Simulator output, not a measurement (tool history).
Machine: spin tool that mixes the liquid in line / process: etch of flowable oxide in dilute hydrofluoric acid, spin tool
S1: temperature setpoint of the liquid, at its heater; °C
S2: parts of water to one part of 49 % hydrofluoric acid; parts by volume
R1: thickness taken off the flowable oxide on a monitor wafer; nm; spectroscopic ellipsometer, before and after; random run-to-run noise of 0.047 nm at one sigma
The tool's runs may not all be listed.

Run 1, hour 0: S1 26 °C, S2 195 parts by volume, time under the liquid (s) 95. Result: R1 10.478 nm.
Run 2, hour 7.5: S1 25 °C, S2 200 parts by volume, time under the liquid (s) 95. Result: R1 9.9786 nm.
Run 3, hour 13.2: S1 24 °C, S2 205 parts by volume, time under the liquid (s) 95. Result: R1 9.2958 nm.
Run 4, hour 15.8: S1 23.5 °C, S2 210 parts by volume, time under the liquid (s) 95. Result: R1 8.9055 nm.
Run 5, hour 21.2: S1 23.5 °C, S2 240 parts by volume, time under the liquid (s) 95. Result: R1 7.5991 nm.
Run 6, hour 24.2: S1 23.5 °C, S2 195 parts by volume, time under the liquid (s) 95. Result: R1 9.6236 nm.
Run 7, hour 30: S1 23 °C, S2 200 parts by volume, time under the liquid (s) 95. Result: R1 9.2463 nm.
Run 8, hour 36.6: S1 22.5 °C, S2 205 parts by volume, time under the liquid (s) 95. Result: R1 8.7524 nm.
Run 9, hour 45.2: S1 22 °C, S2 210 parts by volume, time under the liquid (s) 95. Result: R1 8.307 nm.
Run 10, hour 52.5: S1 21.5 °C, S2 215 parts by volume, time under the liquid (s) 95. Result: R1 7.9867 nm.

Forecast run 11:
Run 11, hour 53.8: S1 21 °C, S2 220 parts by volume, time under the liquid (s) 95. Result: R1 ?.

{"run 11": {"R1": 7.6613}}

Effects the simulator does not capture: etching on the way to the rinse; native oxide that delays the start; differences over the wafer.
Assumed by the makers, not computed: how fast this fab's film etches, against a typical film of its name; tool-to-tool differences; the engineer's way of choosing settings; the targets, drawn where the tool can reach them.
